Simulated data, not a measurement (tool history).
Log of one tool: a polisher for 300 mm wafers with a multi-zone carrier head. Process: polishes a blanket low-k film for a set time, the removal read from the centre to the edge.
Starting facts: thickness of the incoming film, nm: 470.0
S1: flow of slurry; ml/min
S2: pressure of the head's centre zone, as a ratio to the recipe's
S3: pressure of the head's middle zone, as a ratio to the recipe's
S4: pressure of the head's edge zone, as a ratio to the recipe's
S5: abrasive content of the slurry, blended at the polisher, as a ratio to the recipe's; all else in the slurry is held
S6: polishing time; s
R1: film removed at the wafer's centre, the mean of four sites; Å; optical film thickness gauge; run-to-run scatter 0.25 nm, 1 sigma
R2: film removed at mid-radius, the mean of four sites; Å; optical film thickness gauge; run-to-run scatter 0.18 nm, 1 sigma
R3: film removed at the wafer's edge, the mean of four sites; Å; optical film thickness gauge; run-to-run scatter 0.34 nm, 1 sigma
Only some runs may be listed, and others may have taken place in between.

run	hour	S1	S2	S3	S4	S5	S6	R1	R2	R3
1	0	130	1	1	1	1	83	459.03	464.72	446.9
2	1.2	130	1	1	1	0.85	83	442.8	440.23	413.21
3	5.5	130	1	0.94	1	0.85	83	440.04	416.3	427.47
4	11.3	130	1	0.94	1	0.75	83	410.82	399.27	406.76
5	16.3	130	1	0.94	1	0.65	83	403.95	384.67	387.6
6	24.1	130	1	0.94	1.07	0.65	83	395.4	381.42	401.1
7	32.4	125	1	0.93	1.03	0.6	79	365.33	345.81	369.14
8	36.5	125	1	0.93	1	0.6	75	348.14	328.52	337
9	42	120	1	0.92	0.97	0.6	74	338.08	319.21	328.88

Run 10 comes next. What will it give?
10	46.6	115	1	0.91	0.94	0.6	73	?	?	?

R1: 327.21 Å
R2: 307.24 Å
R3: 314.04 Å
